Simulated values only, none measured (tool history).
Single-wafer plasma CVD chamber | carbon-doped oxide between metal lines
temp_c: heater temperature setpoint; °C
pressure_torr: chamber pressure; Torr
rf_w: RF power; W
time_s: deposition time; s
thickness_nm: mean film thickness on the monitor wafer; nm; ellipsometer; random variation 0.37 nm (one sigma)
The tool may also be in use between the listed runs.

run 1 hour=0.0 | temp_c=330 pressure_torr=5.06 rf_w=510 time_s=17.3 | thickness_nm=91.504
run 2 hour=1.6 | temp_c=330 pressure_torr=5.75 rf_w=510 time_s=17.3 | thickness_nm=91.939
run 3 hour=2.7 | temp_c=336 pressure_torr=5.07 rf_w=470 time_s=17.1 | thickness_nm=81.399
run 4 hour=8.9 | temp_c=340 pressure_torr=4.96 rf_w=450 time_s=17.1 | thickness_nm=76.276
run 5 hour=16.6 | temp_c=335 pressure_torr=4.96 rf_w=450 time_s=17.1 | thickness_nm=77.844
run 6 hour=17.3 | temp_c=338 pressure_torr=4.75 rf_w=435 time_s=17.1 | thickness_nm=73.445
run 7 hour=18.8 | temp_c=341 pressure_torr=4.44 rf_w=430 time_s=17.1 | thickness_nm=71.501
run 8 hour=27.4 | temp_c=349 pressure_torr=3.54 rf_w=370 time_s=17.0 | thickness_nm=55.509
run 9 hour=29.1 | temp_c=344 pressure_torr=3.62 rf_w=370 time_s=17.0 | thickness_nm=56.018
run 10 hour=32.0 | temp_c=343 pressure_torr=3.91 rf_w=370 time_s=17.0 | thickness_nm=56.979
run 11 hour=39.6 | temp_c=343 pressure_torr=4.25 rf_w=370 time_s=17.0 | thickness_nm=56.808
run 12 hour=45.8 | temp_c=331 pressure_torr=4.53 rf_w=420 time_s=17.1 | thickness_nm=71.634

Forecast run 13:
run 13 hour=50.5 | temp_c=343 pressure_torr=4.33 rf_w=420 time_s=17.1 | thickness_nm=?

thickness_nm: 68.201 nm

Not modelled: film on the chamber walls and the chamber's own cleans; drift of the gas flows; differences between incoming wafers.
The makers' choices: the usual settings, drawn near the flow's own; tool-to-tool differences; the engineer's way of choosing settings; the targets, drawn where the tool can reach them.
